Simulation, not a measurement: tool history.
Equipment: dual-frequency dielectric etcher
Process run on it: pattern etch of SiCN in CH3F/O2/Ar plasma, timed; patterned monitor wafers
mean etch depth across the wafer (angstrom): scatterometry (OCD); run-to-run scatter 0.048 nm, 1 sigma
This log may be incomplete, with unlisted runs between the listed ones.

run,hour,source power (kW),bias power (kW),etch time (s),mean etch depth across the wafer (angstrom)
1,0,0.52,0.069,41,172.28
2,1.2,0.55,0.069,41,175.42
3,6,0.58,0.069,41,178.08
4,8.5,0.6,0.069,41,180.89
5,12.6,0.62,0.069,41,182.08
6,18.4,0.63,0.069,41,183.07

The next listed run, before its measurement:
7,20.3,0.63,0.069,41,?

Run 7 produced mean etch depth across the wafer (angstrom) 183.62.
